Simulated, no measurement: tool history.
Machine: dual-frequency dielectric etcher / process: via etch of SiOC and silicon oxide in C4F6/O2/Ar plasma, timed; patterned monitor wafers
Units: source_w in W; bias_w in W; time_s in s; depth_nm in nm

{"run": 1, "hour": 0.0, "source_w": 390, "bias_w": 153, "time_s": 30.0, "depth_nm": 35.823}
{"run": 2, "hour": 5.4, "source_w": 440, "bias_w": 153, "time_s": 30.0, "depth_nm": 37.827}
{"run": 3, "hour": 5.9, "source_w": 410, "bias_w": 153, "time_s": 30.0, "depth_nm": 36.745}
{"run": 4, "hour": 8.1, "source_w": 360, "bias_w": 146, "time_s": 30.0, "depth_nm": 34.625}
{"run": 5, "hour": 12.7, "source_w": 360, "bias_w": 134, "time_s": 30.0, "depth_nm": 33.336}
{"run": 6, "hour": 16.2, "source_w": 410, "bias_w": 134, "time_s": 30.0, "depth_nm": 34.775}
{"run": 7, "hour": 22.0, "source_w": 370, "bias_w": 130, "time_s": 30.0, "depth_nm": 33.271}

Run 8 comes next. What will it give?
{"hour": 27.0, "done": "wet clean of the chamber"}
{"run": 8, "hour": 27.0, "source_w": 340, "bias_w": 128, "time_s": 30.0, "depth_nm": "?"}

{"run 8": {"depth_nm": 30.887}}
